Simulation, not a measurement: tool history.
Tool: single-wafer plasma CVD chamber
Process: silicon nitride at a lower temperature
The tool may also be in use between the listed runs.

run,hour,heater temperature setpoint (°C),chamber pressure (Torr),RF power (kW),deposition time (s),mean film thickness on the monitor wafer (Å)
1,0,355,1.78,0.25,18.5,185.78
2,5.2,355,1.78,0.275,18.5,198.24
3,12.6,355,1.78,0.295,18.5,206.59
4,18.3,355,1.69,0.285,18.4,196.41
5,25.9,355,1.59,0.28,18.4,192.95
6,30.6,355,1.32,0.28,18.4,187.27
7,37.9,355,1.3,0.27,18.3,180.66
8,43,355,1.28,0.265,18.3,178.88
9,51.6,355,1.26,0.26,18.3,176.43

Run 10 is up next; what results do you expect?
# hour 54.4: thermocouple changed; heater temperature recalibrated
10,54.4,355,1.24,0.255,18.3,?

mean film thickness on the monitor wafer (Å): 174.53
